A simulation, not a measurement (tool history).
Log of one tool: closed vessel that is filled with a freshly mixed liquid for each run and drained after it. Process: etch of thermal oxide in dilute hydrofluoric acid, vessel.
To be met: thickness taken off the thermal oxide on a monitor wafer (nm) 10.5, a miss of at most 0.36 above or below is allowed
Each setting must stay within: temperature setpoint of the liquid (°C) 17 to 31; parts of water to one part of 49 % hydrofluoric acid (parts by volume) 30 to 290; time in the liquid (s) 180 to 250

run	hour	temperature setpoint of the liquid (°C)	parts of water to one part of 49 % hydrofluoric acid (parts by volume)	time in the liquid (s)	thickness taken off the thermal oxide on a monitor wafer (nm)
1	0	23	160	250	6.6369
2	1.7	24	155	250	7.1211
3	10.3	24	125	250	9.1615
4	16.1	24.5	125	250	9.3165
5	19.6	25	125	250	9.412
6	20.4	23	125	250	8.6929
7	21.4	23.5	125	250	8.919
8	25	24	125	250	9.1872
9	29.4	27.5	120	250	10.896

4 next moves are on the table. One of them brings every result within its allowed miss. Which?
A	33.8	27.5	110	240	?
B	33.8	28	120	250	?
C	33.8	28.5	130	250	?
D	33.8	28.5	120	250	?

move	thickness taken off the thermal oxide on a monitor wafer (nm)
A	11.719
B	11.255
C	10.448
D	11.468
A: its largest miss is bigger than the last run's
B: its largest miss is bigger than the last run's
C: each result inside its tolerance
D: its largest miss is bigger than the last run's
Correct choice: C, which meets every target

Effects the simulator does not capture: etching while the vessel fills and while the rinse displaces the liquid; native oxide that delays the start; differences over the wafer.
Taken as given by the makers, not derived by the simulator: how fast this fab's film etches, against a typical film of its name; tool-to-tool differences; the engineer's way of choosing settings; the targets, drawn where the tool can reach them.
